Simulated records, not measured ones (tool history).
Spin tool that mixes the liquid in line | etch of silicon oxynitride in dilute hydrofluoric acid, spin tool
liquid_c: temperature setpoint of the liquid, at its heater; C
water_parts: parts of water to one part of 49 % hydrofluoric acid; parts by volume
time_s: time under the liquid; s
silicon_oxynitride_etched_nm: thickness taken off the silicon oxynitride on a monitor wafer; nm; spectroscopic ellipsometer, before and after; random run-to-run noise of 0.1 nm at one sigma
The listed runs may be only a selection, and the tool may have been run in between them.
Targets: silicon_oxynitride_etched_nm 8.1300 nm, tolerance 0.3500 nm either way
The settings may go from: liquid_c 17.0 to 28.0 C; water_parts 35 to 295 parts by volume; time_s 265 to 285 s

run	day	liquid_c	water_parts	time_s	silicon_oxynitride_etched_nm
1	0.000	20.0	165	265	3.4877
2	0.338	21.0	150	265	4.0167
3	0.462	21.0	180	265	3.3024
4	0.833	21.0	180	265	3.3565
5	0.883	21.0	180	285	3.6206
6	1.208	22.0	165	285	4.0915
7	1.567	23.0	150	285	4.8329
8	1.942	23.0	150	285	4.8419
9	2.208	24.0	140	285	5.2694
10	2.525	24.5	130	285	5.9513
11	2.896	25.0	125	285	6.3003

Pick the move, out of 4, that brings all results within their allowed miss; only one does.
A	3.267	25.0	105	280	?
B	3.267	24.0	90	285	?
C	3.267	27.0	110	285	?
D	3.267	25.5	110	285	?

move	silicon_oxynitride_etched_nm
A	7.6006
B	8.7209
C	8.0639
D	7.5259
A: an improvement on the last run, though not all results are within tolerance
B: takes the result that was furthest off past its target
C: each result inside its tolerance
D: an improvement on the last run, though not all results are within tolerance
C meets every target.
